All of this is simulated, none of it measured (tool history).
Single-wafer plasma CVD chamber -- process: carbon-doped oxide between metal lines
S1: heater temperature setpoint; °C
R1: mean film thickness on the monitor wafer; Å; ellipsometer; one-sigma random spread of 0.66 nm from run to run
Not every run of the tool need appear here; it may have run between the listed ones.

Run 1, hour 0.0: S1 325 °C, chamber pressure (Torr) 4.29, RF power (kW) 0.425, deposition time (s) 28.1. Result: R1 1442.8 Å.
Run 2, hour 4.5: S1 321 °C, chamber pressure (Torr) 4.29, RF power (kW) 0.425, deposition time (s) 28.1. Result: R1 1466.3 Å.
Run 3, hour 8.9: S1 321 °C, chamber pressure (Torr) 3.57, RF power (kW) 0.425, deposition time (s) 28.1. Result: R1 1421.9 Å.
Run 4, hour 11.1: S1 321 °C, chamber pressure (Torr) 3.57, RF power (kW) 0.425, deposition time (s) 28.1. Result: R1 1426.3 Å.
Run 5, hour 16.2: S1 323 °C, chamber pressure (Torr) 3.49, RF power (kW) 0.425, deposition time (s) 28.1. Result: R1 1391.2 Å.
Run 6, hour 19.1: S1 324 °C, chamber pressure (Torr) 3.47, RF power (kW) 0.425, deposition time (s) 28.1. Result: R1 1408.4 Å.
Run 7, hour 21.2: S1 333 °C, chamber pressure (Torr) 2.86, RF power (kW) 0.410, deposition time (s) 28.1. Result: R1 1308.1 Å.

Run 8 has not been measured yet. What should we expect?
Run 8, hour 22.1: S1 332 °C, chamber pressure (Torr) 2.91, RF power (kW) 0.410, deposition time (s) 28.1. Result: R1 ?.

R1: 1298.6 Å

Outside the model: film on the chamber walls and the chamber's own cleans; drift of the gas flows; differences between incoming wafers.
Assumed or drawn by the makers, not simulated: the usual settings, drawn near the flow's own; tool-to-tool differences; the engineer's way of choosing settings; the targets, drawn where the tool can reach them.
